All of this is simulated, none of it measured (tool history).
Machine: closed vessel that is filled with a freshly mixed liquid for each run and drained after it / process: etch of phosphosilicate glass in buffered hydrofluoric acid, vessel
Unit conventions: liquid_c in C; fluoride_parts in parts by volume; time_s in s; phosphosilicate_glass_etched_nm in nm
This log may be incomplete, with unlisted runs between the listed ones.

run	hour	liquid_c	fluoride_parts	time_s	phosphosilicate_glass_etched_nm
1	0	25	10.5	105	488.15
2	0.9	25	10.5	105	494.2
3	5	23.5	10.5	105	459.11
4	12.6	23.5	10.5	110	477.4
5	16	23.5	10.5	105	449.09
6	24.5	23.5	10.5	105	449.8
7	32.9	22.5	10.5	105	430.73

Run 8 is up next; what results do you expect?
8	40.6	22	10.5	105	?

{"run 8": {"phosphosilicate_glass_etched_nm": 423.03}}
